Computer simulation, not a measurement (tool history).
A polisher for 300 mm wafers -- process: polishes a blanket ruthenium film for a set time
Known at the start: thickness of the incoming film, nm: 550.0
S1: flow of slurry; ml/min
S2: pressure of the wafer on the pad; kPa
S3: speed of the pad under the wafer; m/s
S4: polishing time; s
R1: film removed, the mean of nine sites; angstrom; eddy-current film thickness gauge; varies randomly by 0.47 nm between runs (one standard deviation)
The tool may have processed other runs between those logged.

run 1 hour=0.0 | S1=180 S2=17.9 S3=1.30 S4=44 | R1=914.71
run 2 hour=2.6 | S1=180 S2=16.5 S3=1.28 S4=44 | R1=827.32
run 3 hour=4.6 | S1=180 S2=16.5 S3=1.28 S4=39 | R1=736.56
run 4 hour=7.7 | S1=215 S2=16.5 S3=1.28 S4=39 | R1=768.95
run 5 hour=13.4 | S1=215 S2=15.2 S3=1.28 S4=39 | R1=706.14
run 6 hour=17.0 | S1=215 S2=13.8 S3=1.28 S4=39 | R1=644.50
run 7 hour=22.7 | S1=215 S2=13.8 S3=1.28 S4=39 | R1=638.12
run 8 hour=27.3 | S1=215 S2=13.1 S3=1.28 S4=39 | R1=605.42
run 9 hour=34.3 | S1=215 S2=12.4 S3=1.28 S4=39 | R1=574.31
run 10 hour=36.2 | S1=215 S2=11.7 S3=1.28 S4=39 | R1=545.44
run 11 hour=38.1 | S1=210 S2=11.0 S3=1.28 S4=39 | R1=519.43

Forecast run 12:
run 12 hour=45.0 | S1=205 S2=10.3 S3=1.28 S4=39 | R1=?

Run 12 measured R1 484.84 angstrom.
